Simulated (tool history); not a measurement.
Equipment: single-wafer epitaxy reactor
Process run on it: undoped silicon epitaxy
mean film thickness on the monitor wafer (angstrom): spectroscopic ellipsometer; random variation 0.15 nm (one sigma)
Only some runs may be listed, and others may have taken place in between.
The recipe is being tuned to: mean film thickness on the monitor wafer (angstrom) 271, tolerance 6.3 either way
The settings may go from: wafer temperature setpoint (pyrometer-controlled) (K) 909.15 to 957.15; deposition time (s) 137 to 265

run	hour	wafer temperature setpoint (pyrometer-controlled) (K)	deposition time (s)	mean film thickness on the monitor wafer (angstrom)
1	0	933.15	201	385.66
2	1.8	933.15	227	433.76
3	6.9	933.15	204	392.04
4	12.5	929.15	204	358.66
5	18.1	929.15	190	336.34
6	20.8	929.15	204	361.18
7	24.7	926.15	204	339.35
8	31.5	923.15	204	323.64
9	35.5	921.15	204	313.96

Below are 5 possible settings for the next run. Only one of them brings all results inside the allowed miss of their targets. Which is it?
A	39.5	929.15	205	?
B	39.5	925.15	176	?
C	39.5	935.15	177	?
D	39.5	917.15	193	?
E	39.5	917.15	177	?

move	mean film thickness on the monitor wafer (angstrom)
A	367
B	292.05
C	354.71
D	274.67
E	251.9
A: moves away from the targets compared with the last run
B: moves toward the targets from the last run without getting all of them in spec
C: moves away from the targets compared with the last run
D: each result inside its tolerance
E: moves the result that the last run missed by most past its target, out the other side
D is the move that brings every result within its allowed miss.
